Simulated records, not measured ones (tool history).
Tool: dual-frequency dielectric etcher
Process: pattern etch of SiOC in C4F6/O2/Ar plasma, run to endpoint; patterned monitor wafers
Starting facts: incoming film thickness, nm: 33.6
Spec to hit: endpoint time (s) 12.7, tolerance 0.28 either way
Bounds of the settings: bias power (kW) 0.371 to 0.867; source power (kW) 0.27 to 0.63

run 1 hour=0 | bias_power_(kW)=0.619 source_power_(kW)=0.45 | endpoint_time_(s)=11.055
run 2 hour=4.8 | bias_power_(kW)=0.59 source_power_(kW)=0.44 | endpoint_time_(s)=11.24
run 3 hour=5.5 | bias_power_(kW)=0.564 source_power_(kW)=0.43 | endpoint_time_(s)=11.613
run 4 hour=9.5 | bias_power_(kW)=0.546 source_power_(kW)=0.43 | endpoint_time_(s)=11.806
run 5 hour=13.7 | bias_power_(kW)=0.532 source_power_(kW)=0.43 | endpoint_time_(s)=11.925
run 6 hour=15.5 | bias_power_(kW)=0.52 source_power_(kW)=0.43 | endpoint_time_(s)=12.048
run 7 hour=22.6 | bias_power_(kW)=0.511 source_power_(kW)=0.43 | endpoint_time_(s)=12.156
run 8 hour=24.7 | bias_power_(kW)=0.503 source_power_(kW)=0.43 | endpoint_time_(s)=12.189
run 9 hour=29.3 | bias_power_(kW)=0.496 source_power_(kW)=0.43 | endpoint_time_(s)=12.303
run 10 hour=35.7 | bias_power_(kW)=0.49 source_power_(kW)=0.43 | endpoint_time_(s)=12.321

Pick the move, out of 5, that brings all results within their allowed miss; only one does.
run A hour=42.1 | bias_power_(kW)=0.482 source_power_(kW)=0.48 | endpoint_time_(s)=?
run B hour=42.1 | bias_power_(kW)=0.572 source_power_(kW)=0.42 | endpoint_time_(s)=?
run C hour=42.1 | bias_power_(kW)=0.542 source_power_(kW)=0.41 | endpoint_time_(s)=?
run D hour=42.1 | bias_power_(kW)=0.503 source_power_(kW)=0.44 | endpoint_time_(s)=?
run E hour=42.1 | bias_power_(kW)=0.476 source_power_(kW)=0.41 | endpoint_time_(s)=?

move=A endpoint_time_(s)=11.986
move=B endpoint_time_(s)=11.59
move=C endpoint_time_(s)=11.928
move=D endpoint_time_(s)=12.067
move=E endpoint_time_(s)=12.583
A: the biggest miss grows against the last run
B: the biggest miss grows against the last run
C: the biggest miss grows against the last run
D: the biggest miss grows against the last run
E: every result within its allowed miss
Move E is the one to make.

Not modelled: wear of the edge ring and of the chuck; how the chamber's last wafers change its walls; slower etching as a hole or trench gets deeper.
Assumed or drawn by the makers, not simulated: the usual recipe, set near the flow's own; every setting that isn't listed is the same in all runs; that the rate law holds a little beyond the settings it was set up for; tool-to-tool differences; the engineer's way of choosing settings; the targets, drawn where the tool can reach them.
